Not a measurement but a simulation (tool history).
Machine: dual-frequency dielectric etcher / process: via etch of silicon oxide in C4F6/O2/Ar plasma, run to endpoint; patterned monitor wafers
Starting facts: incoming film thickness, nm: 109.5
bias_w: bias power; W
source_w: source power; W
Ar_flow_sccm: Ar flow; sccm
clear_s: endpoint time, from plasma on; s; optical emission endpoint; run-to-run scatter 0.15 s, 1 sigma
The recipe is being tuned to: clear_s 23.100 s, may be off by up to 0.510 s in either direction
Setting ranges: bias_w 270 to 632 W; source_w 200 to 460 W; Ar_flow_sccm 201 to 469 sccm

run	hour	bias_w	source_w	Ar_flow_sccm	clear_s
1	0.0	451	330	335	28.236
2	4.4	494	350	330	26.143
3	6.6	494	320	330	27.482
4	10.2	527	330	327	26.188
5	15.4	527	330	350	26.196
6	16.5	527	280	350	28.740
# hour 25.6: bias power generator calibrated
7	25.6	554	300	346	27.392
8	29.2	573	320	343	26.187
9	30.0	588	340	340	24.980
10	32.4	599	350	338	24.511
11	40.0	607	360	337	23.807
12	45.8	612	360	336	23.840
13	50.7	617	360	335	23.977

Below are 5 possible settings for the next run. Only one of them brings all results inside the allowed miss of their targets. Which is it?
A	55.6	601	440	367	?
B	55.6	621	390	353	?
C	55.6	626	330	341	?
D	55.6	632	420	381	?
E	55.6	632	420	326	?

move	clear_s
A	22.213
B	23.045
C	24.801
D	22.277
E	21.873
A: takes the biggest miss from the last run beyond its target
B: meets every target
C: misses by more than the last run did
D: takes the biggest miss from the last run beyond its target
E: takes the biggest miss from the last run beyond its target
The move that meets every target is B.
